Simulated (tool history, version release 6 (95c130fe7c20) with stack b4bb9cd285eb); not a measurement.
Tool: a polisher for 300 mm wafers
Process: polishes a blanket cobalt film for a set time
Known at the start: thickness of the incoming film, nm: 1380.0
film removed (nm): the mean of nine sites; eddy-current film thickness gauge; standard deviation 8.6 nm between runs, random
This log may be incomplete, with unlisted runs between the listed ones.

run,hour,flow of slurry (ml/min),pressure of the wafer on the pad (kPa),speed of the pad under the wafer (m/s),polishing time (s),film removed (nm)
1,0,190,16.5,1.08,56,386.95
2,2.3,190,14.5,1.08,56,347.54
3,8,195,17.2,1.14,56,435.1
4,10.6,240,17.2,1.14,56,446.59
5,17,240,19.3,1.16,56,507.62
6,19.1,240,19.3,1.44,56,626.31
7,23.6,240,20,1.44,56,645.36
8,28,240,20.7,1.44,56,668.44
9,34.8,240,21.4,1.44,56,672.54

Run 10 comes next. What will it give?
10,37.7,245,22.1,1.44,56,?

{"run 10": {"film removed (nm)": 713.06}}

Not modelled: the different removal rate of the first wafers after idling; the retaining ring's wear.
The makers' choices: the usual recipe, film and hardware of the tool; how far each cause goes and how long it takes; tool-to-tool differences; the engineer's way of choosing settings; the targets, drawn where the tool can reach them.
